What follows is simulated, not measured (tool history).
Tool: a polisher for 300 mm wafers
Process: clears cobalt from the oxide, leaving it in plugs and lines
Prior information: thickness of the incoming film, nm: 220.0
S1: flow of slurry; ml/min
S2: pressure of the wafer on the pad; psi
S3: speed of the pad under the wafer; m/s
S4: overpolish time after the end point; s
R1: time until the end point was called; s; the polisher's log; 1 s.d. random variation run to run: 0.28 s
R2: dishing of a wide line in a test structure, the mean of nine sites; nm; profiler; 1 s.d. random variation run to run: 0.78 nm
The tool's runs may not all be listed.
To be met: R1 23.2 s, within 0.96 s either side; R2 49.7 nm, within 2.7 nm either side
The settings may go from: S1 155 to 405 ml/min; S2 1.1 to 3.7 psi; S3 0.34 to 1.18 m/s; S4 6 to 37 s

{"run": 1, "day": 0.0, "S1": 260, "S2": 2.4, "S3": 0.76, "S4": 19, "R1": 40.936, "R2": 45.082}
{"run": 2, "day": 0.362, "S1": 260, "S2": 2.8, "S3": 0.76, "S4": 19, "R1": 35.698, "R2": 47.312}
{"run": 3, "day": 0.688, "S1": 260, "S2": 3.1, "S3": 0.78, "S4": 17, "R1": 31.805, "R2": 47.37}
{"run": 4, "day": 1.0, "S1": 260, "S2": 3.3, "S3": 0.8, "S4": 16, "R1": 29.334, "R2": 46.439}
{"run": 5, "day": 1.158, "S1": 260, "S2": 3.4, "S3": 0.82, "S4": 16, "R1": 27.803, "R2": 47.215}
{"run": 6, "day": 1.358, "S1": 260, "S2": 3.5, "S3": 0.84, "S4": 16, "R1": 25.832, "R2": 49.419}
{"run": 7, "day": 1.633, "S1": 260, "S2": 3.6, "S3": 0.84, "S4": 16, "R1": 25.115, "R2": 48.729}
{"run": 8, "day": 1.775, "S1": 260, "S2": 3.6, "S3": 0.86, "S4": 16, "R1": 24.402, "R2": 48.664}

Which of these 5 next moves meets every target?
{"run": "A", "day": 1.917, "S1": 345, "S2": 3.1, "S3": 1.06, "S4": 18, "R1": "?", "R2": "?"}
{"run": "B", "day": 1.917, "S1": 235, "S2": 3.6, "S3": 0.8, "S4": 17, "R1": "?", "R2": "?"}
{"run": "C", "day": 1.917, "S1": 205, "S2": 2.8, "S3": 1.1, "S4": 15, "R1": "?", "R2": "?"}
{"run": "D", "day": 1.917, "S1": 270, "S2": 3.7, "S3": 0.98, "S4": 14, "R1": "?", "R2": "?"}
{"run": "E", "day": 1.917, "S1": 220, "S2": 3.7, "S3": 0.98, "S4": 17, "R1": "?", "R2": "?"}

move=A R1=22.904 R2=51.897
move=B R1=26.711 R2=50.258
move=C R1=25.276 R2=49.507
move=D R1=21.134 R2=50.544
move=E R1=21.44 R2=51.912
A: all results land within tolerance of their targets
B: lands further from the targets than the last run did
C: lands further from the targets than the last run did
D: moves the result that the last run missed by most past its target, out the other side
E: moves the result that the last run missed by most past its target, out the other side
Answer: A

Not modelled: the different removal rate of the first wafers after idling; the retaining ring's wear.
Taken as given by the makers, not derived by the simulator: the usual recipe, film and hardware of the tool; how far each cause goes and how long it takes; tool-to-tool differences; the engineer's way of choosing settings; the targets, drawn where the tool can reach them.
